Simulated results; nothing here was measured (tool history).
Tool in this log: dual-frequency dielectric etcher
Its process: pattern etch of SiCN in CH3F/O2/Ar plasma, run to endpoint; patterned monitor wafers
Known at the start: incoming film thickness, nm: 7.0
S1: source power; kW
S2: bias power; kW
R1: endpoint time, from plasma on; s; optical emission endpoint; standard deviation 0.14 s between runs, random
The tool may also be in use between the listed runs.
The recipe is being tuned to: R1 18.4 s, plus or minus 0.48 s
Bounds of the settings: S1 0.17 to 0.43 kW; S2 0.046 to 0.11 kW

Run 1, hour 0: S1 0.3 kW, S2 0.078 kW. Result: R1 21.274 s.
Run 2, hour 5.1: S1 0.27 kW, S2 0.078 kW. Result: R1 21.96 s.
Run 3, hour 12.6: S1 0.29 kW, S2 0.08 kW. Result: R1 21.217 s.
Run 4, hour 20.7: S1 0.31 kW, S2 0.081 kW. Result: R1 20.607 s.
Run 5, hour 23.3: S1 0.32 kW, S2 0.082 kW. Result: R1 19.965 s.
Run 6, hour 29.9: S1 0.32 kW, S2 0.088 kW. Result: R1 19.717 s.
Run 7, hour 37.5: S1 0.32 kW, S2 0.088 kW. Result: R1 19.5 s.
Run 8, hour 42.7: S1 0.33 kW, S2 0.088 kW. Result: R1 19.716 s.

Of the 4 settings listed for the next run, only one would bring every result within its allowed miss of target. Which one?
Run A, hour 47.9: S1 0.31 kW, S2 0.089 kW. Result: R1 ?.
Run B, hour 47.9: S1 0.31 kW, S2 0.078 kW. Result: R1 ?.
Run C, hour 47.9: S1 0.37 kW, S2 0.092 kW. Result: R1 ?.
Run D, hour 47.9: S1 0.29 kW, S2 0.096 kW. Result: R1 ?.

move      R1
   A  19.703
   B  20.571
   C  18.217
   D  19.701
A: just as far off the targets as the last run
B: lands further from the targets than the last run did
C: all results land within tolerance of their targets
D: just as far off the targets as the last run
Move C is the one to make.

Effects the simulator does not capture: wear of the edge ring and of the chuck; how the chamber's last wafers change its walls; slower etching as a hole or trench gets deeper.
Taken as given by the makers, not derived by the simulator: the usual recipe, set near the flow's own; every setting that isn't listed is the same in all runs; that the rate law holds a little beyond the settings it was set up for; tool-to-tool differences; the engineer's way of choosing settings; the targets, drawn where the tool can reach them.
